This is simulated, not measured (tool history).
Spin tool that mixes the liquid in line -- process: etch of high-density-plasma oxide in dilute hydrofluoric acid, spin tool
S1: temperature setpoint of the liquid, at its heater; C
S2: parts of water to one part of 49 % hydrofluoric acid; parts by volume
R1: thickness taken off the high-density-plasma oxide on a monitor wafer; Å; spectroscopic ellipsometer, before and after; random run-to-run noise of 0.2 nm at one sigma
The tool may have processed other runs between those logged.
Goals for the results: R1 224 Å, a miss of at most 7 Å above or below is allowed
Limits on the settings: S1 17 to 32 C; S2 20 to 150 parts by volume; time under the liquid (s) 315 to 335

run 1 hour=0 | S1=24 S2=85 time_under_the_liquid_(s)=315 | R1=282.66
run 2 hour=4.8 | S1=24 S2=85 time_under_the_liquid_(s)=335 | R1=299.64
run 3 hour=7.4 | S1=24 S2=85 time_under_the_liquid_(s)=335 | R1=296.22
run 4 hour=14.5 | S1=22 S2=85 time_under_the_liquid_(s)=335 | R1=272.63
run 5 hour=19.2 | S1=21 S2=85 time_under_the_liquid_(s)=335 | R1=262.94
run 6 hour=22.1 | S1=21 S2=85 time_under_the_liquid_(s)=315 | R1=247.78
run 7 hour=27.1 | S1=21 S2=85 time_under_the_liquid_(s)=315 | R1=248.19
run 8 hour=31 | S1=20 S2=85 time_under_the_liquid_(s)=315 | R1=238.81
run 9 hour=31.9 | S1=19.5 S2=85 time_under_the_liquid_(s)=315 | R1=236.01

5 next moves are on the table. One of them brings every result within its allowed miss. Which?
run A hour=32.8 | S1=23.5 S2=95 time_under_the_liquid_(s)=315 | R1=?
run B hour=32.8 | S1=19.5 S2=90 time_under_the_liquid_(s)=325 | R1=?
run C hour=32.8 | S1=19 S2=80 time_under_the_liquid_(s)=315 | R1=?
run D hour=32.8 | S1=20.5 S2=90 time_under_the_liquid_(s)=335 | R1=?
run E hour=32.8 | S1=17 S2=85 time_under_the_liquid_(s)=315 | R1=?

move=A R1=240.51
move=B R1=223.85
move=C R1=241.74
move=D R1=240.48
move=E R1=207.94
A: moves away from the targets compared with the last run
B: all results in spec
C: moves away from the targets compared with the last run
D: moves away from the targets compared with the last run
E: takes the biggest miss from the last run beyond its target
B meets every target.
